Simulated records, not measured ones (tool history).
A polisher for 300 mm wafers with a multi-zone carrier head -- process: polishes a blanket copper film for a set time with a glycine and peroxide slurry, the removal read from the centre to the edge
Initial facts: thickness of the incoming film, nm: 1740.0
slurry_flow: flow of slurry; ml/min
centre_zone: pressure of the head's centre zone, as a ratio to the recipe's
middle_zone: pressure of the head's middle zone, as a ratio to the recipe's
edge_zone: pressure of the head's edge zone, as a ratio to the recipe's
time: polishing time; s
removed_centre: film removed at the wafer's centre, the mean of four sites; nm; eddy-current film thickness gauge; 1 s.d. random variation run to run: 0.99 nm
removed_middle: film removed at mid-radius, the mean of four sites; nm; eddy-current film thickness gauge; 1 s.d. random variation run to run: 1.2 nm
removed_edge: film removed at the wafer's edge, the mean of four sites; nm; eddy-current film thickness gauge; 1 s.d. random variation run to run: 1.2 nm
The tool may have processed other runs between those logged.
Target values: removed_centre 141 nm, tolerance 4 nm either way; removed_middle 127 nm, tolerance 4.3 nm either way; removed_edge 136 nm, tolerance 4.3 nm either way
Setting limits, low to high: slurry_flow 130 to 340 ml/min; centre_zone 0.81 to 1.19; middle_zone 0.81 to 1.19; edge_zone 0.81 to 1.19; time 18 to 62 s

run	hour	slurry_flow	centre_zone	middle_zone	edge_zone	time	removed_centre	removed_middle	removed_edge
1	0	220	1	1	1	40	249.24	240.45	239.19
2	4.2	220	0.95	1	1	40	236.89	241.17	240.7
3	6.8	215	0.95	0.97	0.98	36	211.45	207.67	210.41
4	8.1	210	0.94	0.94	0.95	34	197.6	196.75	199.28
5	13	210	0.94	0.94	0.95	30	173.4	171.86	173.78
6	15.7	205	0.94	0.92	0.94	29	166.62	164.58	167.32
7	17.1	200	0.95	0.9	0.93	28	165.58	153.94	161.93
8	24.6	195	0.95	0.89	0.91	27	155.29	147.55	154.08
9	27.9	190	0.95	0.88	0.89	27	156.28	143.49	152.39
10	29.7	185	0.95	0.88	0.88	27	155.93	144.5	147.21
11	34.9	180	0.94	0.87	0.88	27	151.28	145.95	149.52
12	38.9	175	0.97	0.81	0.87	23	131.81	113.88	124.94
13	47.9	185	0.97	0.82	0.87	23	133.65	118.56	125.62
14	56.5	190	0.97	0.83	0.88	23	135.81	117.54	127.27
15	59.2	195	0.97	0.84	0.89	23	134.54	118.84	128
16	65	195	0.97	0.85	0.9	23	135.38	122.05	131.76
17	73.8	200	0.98	0.87	0.91	23	137.01	125.38	131.47
18	74.7	200	0.98	0.87	0.92	23	137.68	122.95	129.01
19	80.3	205	0.98	0.87	0.92	23	138.27	125.46	131.61

Pick the move, out of 4, that brings all results within their allowed miss; only one does.
A	85.9	170	0.87	0.81	0.94	25	?	?	?
B	85.9	215	1.01	0.96	0.91	22	?	?	?
C	85.9	180	0.97	0.85	0.91	24	?	?	?
D	85.9	190	0.93	0.92	0.96	24	?	?	?

move	removed_centre	removed_middle	removed_edge
A	129.03	125.51	139.71
B	138.16	127.67	124.53
C	139.95	125.35	133.1
D	135.64	132.96	137.33
A: brings the last run's worst result on target, with another outside its allowed miss
B: further off than the last run
C: meets every target
D: brings the last run's worst result on target, with another outside its allowed miss
Correct choice: C, which meets every target
